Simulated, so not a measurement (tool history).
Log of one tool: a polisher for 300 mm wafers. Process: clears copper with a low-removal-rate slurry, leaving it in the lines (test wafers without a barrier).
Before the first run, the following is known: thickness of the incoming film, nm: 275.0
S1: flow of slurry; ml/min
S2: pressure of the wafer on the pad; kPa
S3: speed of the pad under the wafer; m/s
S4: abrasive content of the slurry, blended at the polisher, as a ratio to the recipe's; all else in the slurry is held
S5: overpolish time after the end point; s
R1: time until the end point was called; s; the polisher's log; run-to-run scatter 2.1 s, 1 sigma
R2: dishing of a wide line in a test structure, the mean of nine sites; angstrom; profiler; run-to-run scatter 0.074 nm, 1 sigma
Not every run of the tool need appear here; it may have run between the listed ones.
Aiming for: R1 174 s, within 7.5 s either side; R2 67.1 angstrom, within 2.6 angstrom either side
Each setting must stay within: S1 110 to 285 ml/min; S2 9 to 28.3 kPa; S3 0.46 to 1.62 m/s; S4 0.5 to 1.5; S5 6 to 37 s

run,day,S1,S2,S3,S4,S5,R1,R2
1,0,180,18.6,1.04,1,19,105.81,315.46
2,0.071,185,17.2,1,1,17,115.13,259.95
3,0.354,200,15.9,0.92,1.1,15,125.47,213.11
4,0.704,175,15.9,0.92,1.1,15,128.28,210.45
5,0.958,195,14.5,0.84,1.15,13,148.1,163.95
6,1.146,195,14.5,1.04,1.15,13,122.59,190.18
7,1.254,210,13.8,0.96,1.2,12,139.05,157.52
8,1.492,225,13.1,0.94,1.25,11,142.94,142.98
9,1.625,235,12.4,0.92,1.3,10,151.39,122.15
10,1.675,245,11.7,0.92,1.35,9,158.99,108.69
11,1.967,245,11.7,0.92,1.35,9,156.39,110.41
12,2.083,235,9,0.8,1.35,6,224.43,51.571
13,2.433,220,9.7,0.82,1.4,6,202.35,56.617
14,2.467,220,10.3,0.84,1.45,6,187.12,63.778
15,2.738,255,11.7,0.86,1.35,6,164.08,70.278

5 next moves are on the table. One of them brings every result within its allowed miss. Which?
A,3.008,255,13.8,0.66,1.3,6,?,?
B,3.008,265,14.5,0.68,1.3,6,?,?
C,3.008,285,11.7,0.86,1.45,6,?,?
D,3.008,285,14.5,0.68,1.35,6,?,?
E,3.008,250,13.8,0.74,1.5,6,?,?

move,R1,R2
A,172.4,66.201
B,160.59,70.924
C,160.2,70.922
D,157.84,72.117
E,153.21,74.171
A: every result within its allowed miss
B: moves away from the targets compared with the last run
C: moves away from the targets compared with the last run
D: moves away from the targets compared with the last run
E: moves away from the targets compared with the last run
A meets every target.

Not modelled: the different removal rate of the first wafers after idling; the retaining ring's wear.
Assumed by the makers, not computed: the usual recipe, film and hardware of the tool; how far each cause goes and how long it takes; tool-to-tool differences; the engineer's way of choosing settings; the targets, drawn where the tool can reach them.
